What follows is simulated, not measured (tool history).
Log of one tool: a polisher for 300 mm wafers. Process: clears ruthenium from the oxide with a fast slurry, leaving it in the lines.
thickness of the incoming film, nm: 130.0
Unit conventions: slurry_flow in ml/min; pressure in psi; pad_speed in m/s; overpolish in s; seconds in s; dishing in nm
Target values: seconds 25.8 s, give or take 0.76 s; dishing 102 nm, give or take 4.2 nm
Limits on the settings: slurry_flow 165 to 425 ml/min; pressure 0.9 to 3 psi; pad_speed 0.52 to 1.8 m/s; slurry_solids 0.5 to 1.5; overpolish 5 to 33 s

run    day  slurry_flow  pressure  pad_speed  slurry_solids  overpolish  seconds  dishing
  1      0          275       1.9       1.16              1          17   52.669   38.234
  2  0.138          270       2.1        1.2              1          18   47.714   44.227
  3  0.388          270       2.5        1.2              1          18   40.682   50.155
  4  0.492          335       2.5        1.2              1          18   39.507   51.551
  5  0.683          335       2.5       0.98              1          18   47.104   45.048
  6  1.004          330       2.6       1.08              1          19   41.952   52.779
  7  1.092          330       2.7       1.16              1          20   38.854   57.551
  8  1.354          325         3       1.48            1.1          26    27.58   95.458
  9  1.696          325         3        1.5            1.1          26   27.231   98.591
 10   1.75          325         3       1.52            1.1          26   26.749   96.194
 11  1.888          325         3       1.54            1.1          26   26.593   94.789

Exercise: of the 4 proposed moves below, exactly one satisfies all targets within the stated allowed misses. Which move is it?
  A  2.025          350         3        1.5              1          29        ?        ?
  B  2.025          290         3       1.64           1.05          31        ?        ?
  C  2.025          370       2.8        1.5            1.2          29        ?        ?
  D  2.025          330         3       1.76            0.9          27        ?        ?

move  seconds  dishing
   A   28.113   102.69
   B   25.938   114.24
   C   27.483   104.42
   D   25.926   103.41
A: brings the last run's worst result on target, with another outside its allowed miss
B: carries the result that was furthest off beyond its target, to the other side
C: brings the last run's worst result on target, with another outside its allowed miss
D: each result inside its tolerance
So the answer is move D, the one that meets all the targets.

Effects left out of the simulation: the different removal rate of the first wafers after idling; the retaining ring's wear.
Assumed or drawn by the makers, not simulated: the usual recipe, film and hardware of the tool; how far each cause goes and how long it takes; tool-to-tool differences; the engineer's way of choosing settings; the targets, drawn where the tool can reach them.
